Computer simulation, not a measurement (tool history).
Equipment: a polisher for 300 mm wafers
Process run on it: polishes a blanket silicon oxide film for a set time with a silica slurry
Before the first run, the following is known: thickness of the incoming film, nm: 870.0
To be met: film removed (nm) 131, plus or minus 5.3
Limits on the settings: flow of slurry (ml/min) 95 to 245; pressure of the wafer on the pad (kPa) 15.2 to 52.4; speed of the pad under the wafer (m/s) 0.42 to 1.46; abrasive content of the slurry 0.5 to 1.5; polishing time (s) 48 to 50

run  hour  flow of slurry (ml/min)  pressure of the wafer on the pad (kPa)  speed of the pad under the wafer (m/s)  abrasive content of the slurry  polishing time (s)  film removed (nm)
  1     0                      155                                    33.8                                    0.94                               1                  48             176.89
  2   7.3                      155                                    32.4                                    0.94                               1                  48             168.43
  3    13                      155                                    32.4                                     0.8                               1                  48             150.44
  4  16.8                      155                                    32.4                                     0.8                               1                  48             151.58
  5  21.9                      155                                      40                                     0.8                               1                  48             185.29
  6  26.1                      155                                    38.6                                     0.8                               1                  48             177.99
  7  34.7                      155                                    37.2                                     0.8                               1                  48             173.39
  8  41.1                      155                                    35.9                                     0.8                               1                  48             165.41
  9  43.8                      155                                    35.2                                     0.8                               1                  48             163.68
 10  50.2                      155                                    34.5                                     0.8                               1                  48             162.04
 11  53.8                      155                                    33.8                                     0.8                               1                  48             156.36
 12  59.6                      145                                    27.6                                    0.78                               1                  48             125.54

Next run, 4 choices. One meets every target within its allowed miss, the rest don't. Which?
  A  65.4                      155                                    23.4                                    0.86                               1                  50                  ?
  B  65.4                      135                                    26.2                                    0.88                            0.95                  50                  ?
  C  65.4                      145                                    26.2                                    0.78                            1.05                  48                  ?
  D  65.4                      155                                    26.9                                    0.72                               1                  48                  ?

move  film removed (nm)
   A             120.57
   B              129.3
   C             121.25
   D             116.01
A: moves away from the targets compared with the last run
B: every result within its allowed miss
C: moves away from the targets compared with the last run
D: moves away from the targets compared with the last run
Correct choice: B, which meets every target
